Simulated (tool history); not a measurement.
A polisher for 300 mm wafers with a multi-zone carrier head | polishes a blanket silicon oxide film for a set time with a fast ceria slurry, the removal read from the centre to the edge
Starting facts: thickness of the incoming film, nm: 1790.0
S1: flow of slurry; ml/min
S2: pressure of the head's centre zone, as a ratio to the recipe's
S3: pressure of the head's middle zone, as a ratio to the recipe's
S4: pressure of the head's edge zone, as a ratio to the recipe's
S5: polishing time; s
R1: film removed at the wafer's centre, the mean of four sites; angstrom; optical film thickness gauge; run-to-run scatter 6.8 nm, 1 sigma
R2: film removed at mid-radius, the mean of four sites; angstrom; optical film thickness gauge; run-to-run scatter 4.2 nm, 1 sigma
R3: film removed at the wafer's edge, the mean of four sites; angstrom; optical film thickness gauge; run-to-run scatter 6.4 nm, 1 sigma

run,hour,S1,S2,S3,S4,S5,R1,R2,R3
1,0.0,145,1.00,1.00,1.00,47,5311.9,5357.5,5730.5
2,7.0,165,1.01,1.02,1.04,48,5707.9,5696.1,6118.8
3,9.2,165,1.06,1.02,1.04,48,6071.6,5712.7,6027.1
4,16.1,165,1.06,1.02,1.12,48,5976.2,5678.4,6243.0
5,24.2,165,1.01,1.02,1.12,48,5866.4,5633.1,6173.7
6,27.2,165,1.01,1.02,1.19,48,5711.2,5631.8,6565.8
7,35.8,180,1.01,1.04,1.18,48,5928.7,5799.6,6576.2
8,36.9,190,1.01,1.07,1.17,48,5992.3,6014.7,6500.7
9,45.4,195,1.01,1.08,1.18,48,5930.5,6061.0,6626.5

What does the tool deliver on the next run?
10,53.0,200,1.02,1.09,1.17,48,?,?,?

Logged for run 10: R1 6121.5 angstrom, R2 6159.5 angstrom, R3 6488.5 angstrom.
